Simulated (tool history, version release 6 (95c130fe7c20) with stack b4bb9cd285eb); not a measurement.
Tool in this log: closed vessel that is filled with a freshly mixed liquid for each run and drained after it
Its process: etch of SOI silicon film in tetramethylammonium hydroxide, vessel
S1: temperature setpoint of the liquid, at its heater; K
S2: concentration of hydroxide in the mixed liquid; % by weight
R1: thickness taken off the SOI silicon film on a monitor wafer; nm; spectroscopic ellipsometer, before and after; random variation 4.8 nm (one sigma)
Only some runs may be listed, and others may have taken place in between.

{"run": 1, "hour": 0.0, "S1": 343.15, "S2": 11.0, "time in the liquid (s)": 100, "R1": 694.18}
{"run": 2, "hour": 4.9, "S1": 343.15, "S2": 11.0, "time in the liquid (s)": 100, "R1": 698.86}
{"run": 3, "hour": 13.5, "S1": 343.15, "S2": 11.0, "time in the liquid (s)": 105, "R1": 738.18}
{"run": 4, "hour": 19.5, "S1": 343.65, "S2": 11.0, "time in the liquid (s)": 105, "R1": 750.3}
{"run": 5, "hour": 20.6, "S1": 348.65, "S2": 11.0, "time in the liquid (s)": 105, "R1": 1007.2}
{"run": 6, "hour": 22.8, "S1": 348.15, "S2": 11.0, "time in the liquid (s)": 105, "R1": 979.68}
{"run": 7, "hour": 30.3, "S1": 347.65, "S2": 11.0, "time in the liquid (s)": 105, "R1": 956.93}
{"run": 8, "hour": 32.6, "S1": 347.15, "S2": 11.0, "time in the liquid (s)": 105, "R1": 920.71}

Run 9 comes next. What will it give?
{"run": 9, "hour": 40.6, "S1": 346.65, "S2": 11.0, "time in the liquid (s)": 105, "R1": "?"}

R1: 905.74 nm
